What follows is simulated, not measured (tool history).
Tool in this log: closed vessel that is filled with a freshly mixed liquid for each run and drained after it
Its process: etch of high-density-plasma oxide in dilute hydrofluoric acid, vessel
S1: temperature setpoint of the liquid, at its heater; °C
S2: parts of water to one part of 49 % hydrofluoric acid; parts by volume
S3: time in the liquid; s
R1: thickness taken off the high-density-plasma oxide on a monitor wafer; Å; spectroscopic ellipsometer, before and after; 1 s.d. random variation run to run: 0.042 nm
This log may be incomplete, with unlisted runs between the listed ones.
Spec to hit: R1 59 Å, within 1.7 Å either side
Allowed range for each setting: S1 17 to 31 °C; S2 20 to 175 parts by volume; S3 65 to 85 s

run	hour	S1	S2	S3	R1
1	0	23	95	85	50.105
2	7.5	24	95	85	53.044
3	10.1	26	95	85	56.757
4	13.2	24.5	95	85	53.615
5	17.5	24.5	95	85	54.015
6	18.5	24.5	95	85	54.1
7	22.5	25	95	85	54.861
8	29.8	25.5	95	85	56.573
9	37.2	26	95	85	56.794

Exercise: of the 5 proposed moves below, exactly one satisfies all targets within the stated allowed misses. Which move is it?
A	44.6	23	70	65	?
B	44.6	27.5	95	75	?
C	44.6	26	95	80	?
D	44.6	26.5	90	80	?
E	44.6	26.5	95	80	?

move	R1
A	54.96
B	54.079
C	54.424
D	58.965
E	55.495
A: misses by more than the last run did
B: misses by more than the last run did
C: misses by more than the last run did
D: each result inside its tolerance
E: misses by more than the last run did
Correct choice: D, which meets every target

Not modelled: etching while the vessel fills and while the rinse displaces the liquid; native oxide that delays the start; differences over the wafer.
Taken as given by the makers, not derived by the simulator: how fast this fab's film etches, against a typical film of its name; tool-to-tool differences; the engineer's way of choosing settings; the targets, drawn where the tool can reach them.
